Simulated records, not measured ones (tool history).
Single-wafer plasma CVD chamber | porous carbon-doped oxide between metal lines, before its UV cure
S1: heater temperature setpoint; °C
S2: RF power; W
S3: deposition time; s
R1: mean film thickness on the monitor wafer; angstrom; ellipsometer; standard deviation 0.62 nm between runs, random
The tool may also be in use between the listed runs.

{"run": 1, "day": 0.0, "S1": 300, "S2": 525, "S3": 63.2, "R1": 3093.1}
{"run": 2, "day": 0.3, "S1": 304, "S2": 525, "S3": 63.2, "R1": 3035.2}
{"run": 3, "day": 0.596, "S1": 304, "S2": 525, "S3": 65.1, "R1": 3132.8}
{"run": 4, "day": 0.779, "S1": 308, "S2": 520, "S3": 65.1, "R1": 3046.9}
{"run": 5, "day": 0.933, "S1": 303, "S2": 520, "S3": 65.1, "R1": 3125.2}
{"run": 6, "day": 1.0, "S1": 307, "S2": 515, "S3": 65.1, "R1": 3043.1}
{"run": 7, "day": 1.208, "S1": 310, "S2": 510, "S3": 65.1, "R1": 2984.7}
{"run": 8, "day": 1.267, "S1": 310, "S2": 510, "S3": 65.1, "R1": 2988.6}
{"run": 9, "day": 1.338, "S1": 313, "S2": 505, "S3": 65.1, "R1": 2922.4}
{"run": 10, "day": 1.471, "S1": 315, "S2": 500, "S3": 65.1, "R1": 2883.2}
{"run": 11, "day": 1.533, "S1": 317, "S2": 495, "S3": 65.1, "R1": 2844.6}
{"day": 1.558, "done": "RF generator calibrated"}
{"run": 12, "day": 1.558, "S1": 318, "S2": 495, "S3": 65.1, "R1": 2891.4}

What will run 13 give?
{"run": 13, "day": 1.842, "S1": 319, "S2": 485, "S3": 65.1, "R1": "?"}

{"run 13": {"R1": 2833.2}}
